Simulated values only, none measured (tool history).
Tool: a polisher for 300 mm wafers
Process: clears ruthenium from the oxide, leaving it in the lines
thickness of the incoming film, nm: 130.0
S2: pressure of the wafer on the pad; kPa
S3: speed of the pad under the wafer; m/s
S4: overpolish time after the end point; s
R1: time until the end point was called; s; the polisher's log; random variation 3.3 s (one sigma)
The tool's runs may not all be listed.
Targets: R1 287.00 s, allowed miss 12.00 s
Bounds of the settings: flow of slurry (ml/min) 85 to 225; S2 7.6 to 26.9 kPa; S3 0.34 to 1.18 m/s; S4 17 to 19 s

run 1 hour=0.0 | flow_of_slurry_(ml/min)=145 S2=17.2 S3=0.76 S4=17 | R1=129.66
run 2 hour=3.7 | flow_of_slurry_(ml/min)=130 S2=17.2 S3=0.76 S4=17 | R1=132.41
run 3 hour=6.0 | flow_of_slurry_(ml/min)=130 S2=17.2 S3=0.64 S4=17 | R1=152.84
run 4 hour=10.4 | flow_of_slurry_(ml/min)=130 S2=21.4 S3=0.64 S4=17 | R1=122.38
run 5 hour=15.1 | flow_of_slurry_(ml/min)=130 S2=18.6 S3=0.62 S4=17 | R1=145.24
run 6 hour=20.9 | flow_of_slurry_(ml/min)=130 S2=16.5 S3=0.60 S4=17 | R1=172.11
run 7 hour=25.3 | flow_of_slurry_(ml/min)=130 S2=15.2 S3=0.60 S4=17 | R1=179.52
run 8 hour=29.0 | flow_of_slurry_(ml/min)=120 S2=10.3 S3=0.50 S4=17 | R1=304.16
run 9 hour=34.8 | flow_of_slurry_(ml/min)=125 S2=10.3 S3=0.50 S4=17 | R1=307.72

5 next moves are on the table. One of them brings every result within its allowed miss. Which?
run A hour=40.6 | flow_of_slurry_(ml/min)=110 S2=11.0 S3=0.58 S4=17 | R1=?
run B hour=40.6 | flow_of_slurry_(ml/min)=125 S2=9.7 S3=0.54 S4=17 | R1=?
run C hour=40.6 | flow_of_slurry_(ml/min)=105 S2=13.1 S3=0.46 S4=17 | R1=?
run D hour=40.6 | flow_of_slurry_(ml/min)=85 S2=12.4 S3=0.46 S4=18 | R1=?
run E hour=40.6 | flow_of_slurry_(ml/min)=115 S2=13.1 S3=0.48 S4=18 | R1=?

move=A R1=266.59
move=B R1=314.62
move=C R1=272.63
move=D R1=296.26
move=E R1=260.54
A: takes the result that was furthest off past its target
B: further off than the last run
C: takes the result that was furthest off past its target
D: meets every target
E: takes the result that was furthest off past its target
Answer: D
